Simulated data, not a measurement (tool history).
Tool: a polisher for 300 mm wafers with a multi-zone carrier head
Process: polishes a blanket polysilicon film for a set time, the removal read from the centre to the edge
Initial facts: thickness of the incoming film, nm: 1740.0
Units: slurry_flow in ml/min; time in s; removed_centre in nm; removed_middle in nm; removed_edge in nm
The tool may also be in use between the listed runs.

run	day	slurry_flow	centre_zone	middle_zone	edge_zone	time	removed_centre	removed_middle	removed_edge
1	0	185	1	1	1	64	570.27	568.11	565.14
2	0.05	185	1	1	1	73	650.68	647.9	628.33
3	0.321	185	1	1	1.04	73	634.83	651.22	649.73
4	0.442	185	1	1	1.07	73	643.58	632.31	664.11
5	0.629	225	1	1	1.07	73	653.88	647.88	662.18
6	0.754	225	1.02	1	1.07	74	686.57	650.14	658.94
7	0.871	225	1.03	1	1.08	75	705.93	691.23	682.96
8	1.05	225	1.04	0.98	1.08	75	720.62	670.17	679.79

What does the tool deliver on the next run?
9	1.117	225	1.04	0.97	1.09	75	?	?	?

{"run 9": {"removed_centre": 708.96, "removed_middle": 662.65, "removed_edge": 699.03}}
